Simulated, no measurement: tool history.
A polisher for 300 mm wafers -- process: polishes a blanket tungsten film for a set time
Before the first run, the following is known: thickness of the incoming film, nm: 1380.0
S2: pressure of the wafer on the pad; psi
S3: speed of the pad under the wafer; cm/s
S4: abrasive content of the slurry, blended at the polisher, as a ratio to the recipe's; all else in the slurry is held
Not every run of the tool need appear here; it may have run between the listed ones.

run 1 hour=0.0 | flow_of_slurry_(ml/min)=125 S2=3.5 S3=110 S4=1.00 polishing_time_(s)=71 | film_removed_(Å)=3342.0
run 2 hour=2.1 | flow_of_slurry_(ml/min)=125 S2=3.5 S3=110 S4=1.05 polishing_time_(s)=71 | film_removed_(Å)=3450.1
run 3 hour=4.8 | flow_of_slurry_(ml/min)=125 S2=3.1 S3=110 S4=1.05 polishing_time_(s)=71 | film_removed_(Å)=3079.3
run 4 hour=11.2 | flow_of_slurry_(ml/min)=125 S2=2.9 S3=110 S4=1.05 polishing_time_(s)=71 | film_removed_(Å)=2870.7
run 5 hour=14.6 | flow_of_slurry_(ml/min)=125 S2=2.8 S3=110 S4=1.05 polishing_time_(s)=71 | film_removed_(Å)=2767.3
run 6 hour=20.2 | flow_of_slurry_(ml/min)=125 S2=2.7 S3=110 S4=1.05 polishing_time_(s)=71 | film_removed_(Å)=2733.2
run 7 hour=21.4 | flow_of_slurry_(ml/min)=125 S2=2.6 S3=110 S4=1.05 polishing_time_(s)=71 | film_removed_(Å)=2575.7

Forecast run 8:
run 8 hour=22.9 | flow_of_slurry_(ml/min)=125 S2=2.5 S3=110 S4=1.05 polishing_time_(s)=71 | film_removed_(Å)=?

Run 8 yielded film removed (Å) 2484.1.

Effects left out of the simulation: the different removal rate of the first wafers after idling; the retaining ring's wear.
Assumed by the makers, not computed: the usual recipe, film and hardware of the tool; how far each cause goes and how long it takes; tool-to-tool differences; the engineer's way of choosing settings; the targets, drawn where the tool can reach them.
